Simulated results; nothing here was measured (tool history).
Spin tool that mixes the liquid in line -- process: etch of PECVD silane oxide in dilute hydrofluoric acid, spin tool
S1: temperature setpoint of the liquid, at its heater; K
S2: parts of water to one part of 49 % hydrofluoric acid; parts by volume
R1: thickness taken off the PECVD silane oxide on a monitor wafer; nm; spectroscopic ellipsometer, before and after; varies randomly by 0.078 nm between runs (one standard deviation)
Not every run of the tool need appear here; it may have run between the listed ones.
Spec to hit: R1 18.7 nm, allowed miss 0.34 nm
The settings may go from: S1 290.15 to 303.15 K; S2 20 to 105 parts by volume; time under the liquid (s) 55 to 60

{"run": 1, "hour": 0.0, "S1": 295.15, "S2": 55, "time under the liquid (s)": 55, "R1": 31.156}
{"run": 2, "hour": 4.9, "S1": 295.15, "S2": 55, "time under the liquid (s)": 55, "R1": 30.904}
{"run": 3, "hour": 5.5, "S1": 294.65, "S2": 55, "time under the liquid (s)": 55, "R1": 30.424}
{"run": 4, "hour": 6.8, "S1": 294.15, "S2": 55, "time under the liquid (s)": 55, "R1": 29.766}
{"run": 5, "hour": 7.8, "S1": 293.65, "S2": 55, "time under the liquid (s)": 55, "R1": 29.174}
{"run": 6, "hour": 12.4, "S1": 296.15, "S2": 55, "time under the liquid (s)": 55, "R1": 32.622}
{"run": 7, "hour": 14.0, "S1": 295.15, "S2": 55, "time under the liquid (s)": 55, "R1": 31.116}
{"run": 8, "hour": 16.4, "S1": 294.65, "S2": 55, "time under the liquid (s)": 55, "R1": 30.642}
{"run": 9, "hour": 18.3, "S1": 294.15, "S2": 55, "time under the liquid (s)": 55, "R1": 29.87}
{"run": 10, "hour": 23.6, "S1": 293.65, "S2": 55, "time under the liquid (s)": 55, "R1": 29.264}
{"run": 11, "hour": 31.6, "S1": 293.65, "S2": 55, "time under the liquid (s)": 55, "R1": 29.358}
{"run": 12, "hour": 38.8, "S1": 293.15, "S2": 55, "time under the liquid (s)": 55, "R1": 28.822}
{"run": 13, "hour": 43.6, "S1": 292.65, "S2": 55, "time under the liquid (s)": 55, "R1": 28.024}
{"run": 14, "hour": 51.1, "S1": 292.15, "S2": 55, "time under the liquid (s)": 55, "R1": 27.551}
{"run": 15, "hour": 53.7, "S1": 291.65, "S2": 55, "time under the liquid (s)": 55, "R1": 26.951}
{"run": 16, "hour": 55.7, "S1": 290.65, "S2": 65, "time under the liquid (s)": 55, "R1": 21.587}
{"run": 17, "hour": 57.9, "S1": 290.15, "S2": 70, "time under the liquid (s)": 55, "R1": 19.466}
{"run": 18, "hour": 59.7, "S1": 290.15, "S2": 75, "time under the liquid (s)": 55, "R1": 17.985}

Consider the 5 candidate settings below. Which is the only one whose results all fall within their allowed miss of target?
{"run": "A", "hour": 61.5, "S1": 290.65, "S2": 80, "time under the liquid (s)": 55, "R1": "?"}
{"run": "B", "hour": 61.5, "S1": 292.65, "S2": 80, "time under the liquid (s)": 55, "R1": "?"}
{"run": "C", "hour": 61.5, "S1": 290.15, "S2": 80, "time under the liquid (s)": 55, "R1": "?"}
{"run": "D", "hour": 61.5, "S1": 290.15, "S2": 85, "time under the liquid (s)": 60, "R1": "?"}
{"run": "E", "hour": 61.5, "S1": 291.65, "S2": 85, "time under the liquid (s)": 55, "R1": "?"}

move=A R1=17.17
move=B R1=18.68
move=C R1=16.808
move=D R1=17.165
move=E R1=16.765
A: the biggest miss grows against the last run
B: each result inside its tolerance
C: the biggest miss grows against the last run
D: the biggest miss grows against the last run
E: the biggest miss grows against the last run
The move that meets every target is B.
